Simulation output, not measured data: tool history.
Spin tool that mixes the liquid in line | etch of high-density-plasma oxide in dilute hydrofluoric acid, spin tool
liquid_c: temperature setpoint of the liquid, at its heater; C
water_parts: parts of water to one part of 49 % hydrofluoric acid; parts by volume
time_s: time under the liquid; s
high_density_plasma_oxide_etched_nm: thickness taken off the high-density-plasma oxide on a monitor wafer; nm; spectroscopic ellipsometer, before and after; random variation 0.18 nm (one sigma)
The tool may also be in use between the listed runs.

run,hour,liquid_c,water_parts,time_s,high_density_plasma_oxide_etched_nm
1,0.0,22.0,140,270,10.5110
2,2.8,20.5,140,270,9.7852
3,6.1,21.5,130,270,11.1580
4,8.3,22.5,125,270,12.0630
5,15.6,23.0,120,270,12.7990
6,24.6,23.0,160,270,9.2758
7,31.6,23.5,150,270,10.1800
8,32.6,27.5,95,270,19.8800
9,40.2,29.0,80,270,25.6130
10,43.9,29.5,80,270,26.0980

Run 11 comes next. What will it give?
11,51.0,30.0,80,270,?

Run 11 gave high_density_plasma_oxide_etched_nm 26.7020 nm.

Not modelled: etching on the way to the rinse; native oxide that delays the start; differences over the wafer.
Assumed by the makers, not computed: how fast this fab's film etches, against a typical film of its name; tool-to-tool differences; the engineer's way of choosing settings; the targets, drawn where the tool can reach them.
